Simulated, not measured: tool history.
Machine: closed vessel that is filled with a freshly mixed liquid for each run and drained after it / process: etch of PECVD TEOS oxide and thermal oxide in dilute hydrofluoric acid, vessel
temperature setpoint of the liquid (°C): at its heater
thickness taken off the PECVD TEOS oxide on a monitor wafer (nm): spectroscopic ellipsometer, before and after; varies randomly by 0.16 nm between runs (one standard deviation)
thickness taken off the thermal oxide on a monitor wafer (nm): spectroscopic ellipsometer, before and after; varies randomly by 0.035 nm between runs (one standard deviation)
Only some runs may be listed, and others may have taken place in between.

run    day  temperature setpoint of the liquid (°C)  parts of water to one part of 49 % hydrofluoric acid (parts by volume)  time in the liquid (s)  thickness taken off the PECVD TEOS oxide on a monitor wafer (nm)  thickness taken off the thermal oxide on a monitor wafer (nm)
  1  0.000                                     22.0                                                                     240                     685                                                            39.111                                                        11.2400
  2  0.162                                     20.5                                                                     280                     685                                                            30.552                                                         8.8096
  3  0.358                                     20.5                                                                     330                     685                                                            24.487                                                         7.2035
  4  0.750                                     19.5                                                                     345                     680                                                            22.609                                                         6.4623
  5  0.883                                     19.5                                                                     375                     680                                                            19.921                                                         5.7494
  6  0.950                                     19.0                                                                     385                     680                                                            19.072                                                         5.5055
  7  1.250                                     18.5                                                                     390                     680                                                            18.374                                                         5.3524

Run 8 is up next; what results do you expect?
  8  1.638                                     18.0                                                                     395                     680                                                                 ?                                                              ?

Run 8 produced thickness taken off the PECVD TEOS oxide on a monitor wafer (nm) 17.823, thickness taken off the thermal oxide on a monitor wafer (nm) 5.1765.

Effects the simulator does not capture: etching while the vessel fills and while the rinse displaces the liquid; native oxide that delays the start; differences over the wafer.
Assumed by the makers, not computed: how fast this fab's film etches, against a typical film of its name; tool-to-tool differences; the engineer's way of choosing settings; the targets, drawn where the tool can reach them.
